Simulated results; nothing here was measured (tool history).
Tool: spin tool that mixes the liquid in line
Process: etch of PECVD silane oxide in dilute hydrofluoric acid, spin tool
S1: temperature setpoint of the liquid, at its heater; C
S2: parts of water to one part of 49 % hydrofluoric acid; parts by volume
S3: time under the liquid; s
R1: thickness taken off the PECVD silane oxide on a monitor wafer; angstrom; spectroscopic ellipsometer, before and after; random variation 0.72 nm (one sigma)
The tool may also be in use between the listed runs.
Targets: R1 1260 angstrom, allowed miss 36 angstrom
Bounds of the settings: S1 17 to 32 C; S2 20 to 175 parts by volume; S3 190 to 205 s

run,day,S1,S2,S3,R1
1,0,24,95,190,1123.9
2,0.158,20.5,95,190,966.66
3,0.221,20.5,130,190,679.15
4,0.575,20.5,110,190,822.76
5,0.725,20.5,135,190,661.43
6,1.071,18.5,135,190,598.37
7,1.404,22.5,125,190,776.4
8,1.767,25.5,120,190,913.76
9,2.142,27.5,115,190,1030.6
10,2.371,29,115,190,1097.9
11,2.717,30,115,190,1136.6
12,2.867,30.5,115,190,1156.8
13,3.029,31,115,190,1179
14,3.162,31.5,115,190,1198.2
15,3.533,32,115,190,1220.6
# day 3.65: hydrofluoric acid flow meter replaced
16,3.65,32,115,190,1154.6
17,3.958,32,110,190,1211.8
18,4.067,32,110,190,1206.6

Which of these 5 next moves meets every target?
A,4.175,32,110,200,?
B,4.175,31,110,190,?
C,4.175,31,115,190,?
D,4.175,32,120,200,?
E,4.175,32,120,195,?

move,R1
A,1266
B,1159.5
C,1101.2
D,1143.9
E,1115.3
A: meets every target
B: further off than the last run
C: further off than the last run
D: further off than the last run
E: further off than the last run
The right move is A.
